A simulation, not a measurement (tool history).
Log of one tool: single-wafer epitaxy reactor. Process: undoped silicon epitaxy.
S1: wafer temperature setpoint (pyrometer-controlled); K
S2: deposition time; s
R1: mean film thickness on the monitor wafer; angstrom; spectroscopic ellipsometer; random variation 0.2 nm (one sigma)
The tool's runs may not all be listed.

run	hour	S1	S2	R1
1	0.0	948.15	206	600.98
2	2.7	952.15	206	646.23
3	5.5	954.15	206	670.71
4	9.7	950.15	206	621.16
5	16.8	952.15	206	648.15
6	17.4	952.15	180	563.51
7	26.1	955.15	180	594.27
8	32.6	955.15	180	594.82

Forecast run 9:
9	36.1	955.15	180	?

Run 9 gave R1 599.57 angstrom.

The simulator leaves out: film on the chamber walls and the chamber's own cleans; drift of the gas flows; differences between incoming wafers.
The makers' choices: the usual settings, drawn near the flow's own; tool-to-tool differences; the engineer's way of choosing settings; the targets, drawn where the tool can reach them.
